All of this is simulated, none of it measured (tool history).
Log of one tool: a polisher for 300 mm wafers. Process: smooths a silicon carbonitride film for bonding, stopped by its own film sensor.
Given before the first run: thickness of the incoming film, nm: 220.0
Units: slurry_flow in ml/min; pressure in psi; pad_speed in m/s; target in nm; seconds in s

| run | hour | slurry_flow | pressure | pad_speed | slurry_solids | target | seconds |
|---|---|---|---|---|---|---|---|
| 1 | 0 | 160 | 2.4 | 0.84 | 1 | 205 | 42.803 |
| 2 | 2.3 | 160 | 2.4 | 0.84 | 0.9 | 205 | 47.959 |
| 3 | 5.6 | 160 | 2.3 | 0.84 | 0.9 | 205 | 47.757 |
| 4 | 13.5 | 160 | 2.2 | 0.82 | 0.9 | 205 | 49.582 |
| 5 | 17.1 | 160 | 2.2 | 1 | 0.9 | 205 | 43.156 |
| 6 | 21.8 | 190 | 2.2 | 1 | 0.9 | 205 | 42.366 |
| 7 | 25.2 | 190 | 2 | 0.98 | 0.9 | 205 | 47.001 |
| 8 | 32.3 | 190 | 1.9 | 0.96 | 0.9 | 205 | 50.367 |

What does the tool deliver on the next run?
| 9 | 40.9 | 190 | 1.8 | 0.96 | 0.9 | 205 | ? |

{"run 9": {"seconds": 52.789}}
